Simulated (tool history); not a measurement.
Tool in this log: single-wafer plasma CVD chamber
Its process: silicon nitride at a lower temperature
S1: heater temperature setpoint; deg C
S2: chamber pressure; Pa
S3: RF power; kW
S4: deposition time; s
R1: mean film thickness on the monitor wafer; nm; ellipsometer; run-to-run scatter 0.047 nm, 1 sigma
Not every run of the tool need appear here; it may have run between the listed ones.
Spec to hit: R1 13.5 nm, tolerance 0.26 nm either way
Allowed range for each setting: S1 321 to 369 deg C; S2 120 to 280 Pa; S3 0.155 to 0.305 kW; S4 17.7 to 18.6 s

run,day,S1,S2,S3,S4,R1
1,0,345,200,0.23,18.6,19.135
2,0.1,345,200,0.245,18.6,20.132
3,0.254,345,200,0.235,18.6,19.416
4,0.467,345,189,0.22,18.5,18.178
5,0.638,345,189,0.22,17.7,17.314
6,0.883,345,163,0.22,17.7,16.568
7,1.092,345,156,0.215,17.7,16.014
8,1.35,345,151,0.21,17.7,15.538
9,1.638,345,145,0.205,17.7,15.062
10,1.771,345,141,0.2,17.7,14.633
11,1.871,345,137,0.2,17.7,14.499
12,2.133,345,135,0.2,17.7,14.396
13,2.396,345,132,0.2,17.7,14.242
14,2.704,345,131,0.2,17.7,14.201
15,2.879,345,120,0.185,17.7,12.886
16,3.067,345,124,0.185,17.7,13.011
17,3.221,345,127,0.185,17.7,13.138

Of the 5 settings listed for the next run, only one would bring every result within its allowed miss of target. Which one?
A,3.375,344,133,0.175,17.7,?
B,3.375,347,123,0.18,18.2,?
C,3.375,341,128,0.19,18.3,?
D,3.375,345,125,0.17,18.4,?
E,3.375,348,123,0.185,18.4,?

move,R1
A,12.846
B,13.189
C,14.148
D,12.744
E,13.667
A: its largest miss is bigger than the last run's
B: an improvement on the last run, though not all results are within tolerance
C: moves the result that the last run missed by most past its target, out the other side
D: its largest miss is bigger than the last run's
E: every result within its allowed miss
The right move is E.
